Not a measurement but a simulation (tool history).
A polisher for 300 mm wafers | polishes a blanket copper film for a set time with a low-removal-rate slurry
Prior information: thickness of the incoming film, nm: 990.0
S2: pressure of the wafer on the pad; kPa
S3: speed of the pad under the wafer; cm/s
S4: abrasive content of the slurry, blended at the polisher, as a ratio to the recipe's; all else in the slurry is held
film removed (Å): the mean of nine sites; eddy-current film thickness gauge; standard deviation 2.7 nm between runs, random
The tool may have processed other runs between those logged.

run 1 hour=0 | flow_of_slurry_(ml/min)=160 S2=17.9 S3=116 S4=1 polishing_time_(s)=65 | film_removed_(Å)=1653.4
run 2 hour=5.6 | flow_of_slurry_(ml/min)=160 S2=17.9 S3=116 S4=1.2 polishing_time_(s)=65 | film_removed_(Å)=1736.1
run 3 hour=8.1 | flow_of_slurry_(ml/min)=160 S2=17.9 S3=96 S4=1.2 polishing_time_(s)=65 | film_removed_(Å)=1467.4
run 4 hour=16.2 | flow_of_slurry_(ml/min)=160 S2=17.9 S3=86 S4=1.2 polishing_time_(s)=65 | film_removed_(Å)=1307.8
run 5 hour=17.9 | flow_of_slurry_(ml/min)=165 S2=20 S3=90 S4=1.2 polishing_time_(s)=65 | film_removed_(Å)=1514.5
run 6 hour=24.6 | flow_of_slurry_(ml/min)=165 S2=21.4 S3=96 S4=1.2 polishing_time_(s)=65 | film_removed_(Å)=1714.8
run 7 hour=30.2 | flow_of_slurry_(ml/min)=165 S2=21.4 S3=96 S4=1.2 polishing_time_(s)=65 | film_removed_(Å)=1709.2
run 8 hour=33 | flow_of_slurry_(ml/min)=165 S2=22.8 S3=100 S4=1.2 polishing_time_(s)=65 | film_removed_(Å)=1875.7
run 9 hour=39.4 | flow_of_slurry_(ml/min)=170 S2=23.4 S3=104 S4=1.2 polishing_time_(s)=65 | film_removed_(Å)=2013.5
run 10 hour=40.2 | flow_of_slurry_(ml/min)=170 S2=24.1 S3=108 S4=1.2 polishing_time_(s)=65 | film_removed_(Å)=2149.4
run 11 hour=45.7 | flow_of_slurry_(ml/min)=170 S2=24.8 S3=110 S4=1.2 polishing_time_(s)=65 | film_removed_(Å)=2283.7

Run 12, settings as shown, results not yet in. Your forecast:
run 12 hour=51.3 | flow_of_slurry_(ml/min)=170 S2=25.5 S3=112 S4=1.2 polishing_time_(s)=65 | film_removed_(Å)=?

{"run 12": {"film removed (Å)": 2322.3}}

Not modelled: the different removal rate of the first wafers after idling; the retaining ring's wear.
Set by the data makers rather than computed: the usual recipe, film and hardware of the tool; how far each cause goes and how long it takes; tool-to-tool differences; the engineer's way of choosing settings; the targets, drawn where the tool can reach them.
